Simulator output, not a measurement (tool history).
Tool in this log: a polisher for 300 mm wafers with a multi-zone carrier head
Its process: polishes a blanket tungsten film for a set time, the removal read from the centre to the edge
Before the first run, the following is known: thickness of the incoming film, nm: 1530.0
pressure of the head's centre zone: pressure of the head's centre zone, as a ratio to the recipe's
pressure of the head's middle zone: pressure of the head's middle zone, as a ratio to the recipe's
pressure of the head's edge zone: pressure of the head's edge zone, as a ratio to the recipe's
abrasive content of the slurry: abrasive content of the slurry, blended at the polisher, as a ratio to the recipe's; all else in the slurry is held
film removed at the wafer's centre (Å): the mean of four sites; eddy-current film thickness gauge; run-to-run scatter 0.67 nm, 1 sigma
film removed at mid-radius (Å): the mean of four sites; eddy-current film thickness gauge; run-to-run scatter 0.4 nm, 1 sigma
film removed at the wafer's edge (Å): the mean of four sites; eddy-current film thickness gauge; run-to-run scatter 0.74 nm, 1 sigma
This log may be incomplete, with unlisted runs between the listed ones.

| run | hour | flow of slurry (ml/min) | pressure of the head's centre zone | pressure of the head's middle zone | pressure of the head's edge zone | abrasive content of the slurry | polishing time (s) | film removed at the wafer's centre (Å) | film removed at mid-radius (Å) | film removed at the wafer's edge (Å) |
|---|---|---|---|---|---|---|---|---|---|---|
| 1 | 0.0 | 270 | 1.00 | 1.00 | 1.00 | 1.00 | 45 | 1319.00 | 1328.40 | 1308.60 |
| 2 | 8.3 | 245 | 0.97 | 0.97 | 0.96 | 0.85 | 39 | 1046.70 | 1054.50 | 1035.90 |
| 3 | 15.0 | 245 | 0.97 | 0.97 | 1.02 | 0.85 | 39 | 1055.30 | 1049.20 | 1090.90 |
| 4 | 19.9 | 245 | 0.97 | 0.97 | 0.96 | 0.85 | 39 | 1021.90 | 1046.70 | 1027.70 |
| 5 | 25.7 | 245 | 0.97 | 0.97 | 0.96 | 0.85 | 47 | 1262.00 | 1261.60 | 1245.80 |
| 6 | 32.8 | 245 | 0.97 | 0.92 | 0.96 | 0.85 | 47 | 1237.30 | 1222.70 | 1252.90 |
| 7 | 41.3 | 235 | 0.94 | 0.90 | 0.93 | 0.75 | 41 | 1008.90 | 1020.80 | 1020.20 |
| 8 | 46.8 | 225 | 0.92 | 0.88 | 0.92 | 0.70 | 36 | 854.55 | 845.73 | 873.13 |
| 9 | 53.6 | 215 | 0.89 | 0.87 | 0.90 | 0.65 | 34 | 747.71 | 773.83 | 796.31 |
| 10 | 54.6 | 210 | 0.88 | 0.86 | 0.88 | 0.60 | 32 | 675.93 | 694.63 | 722.58 |

Forecast run 11:
| 11 | 59.7 | 205 | 0.87 | 0.86 | 0.86 | 0.55 | 31 | ? | ? | ? |

Run 11 yielded film removed at the wafer's centre (Å) 640.41, film removed at mid-radius (Å) 653.49, film removed at the wafer's edge (Å) 678.76.
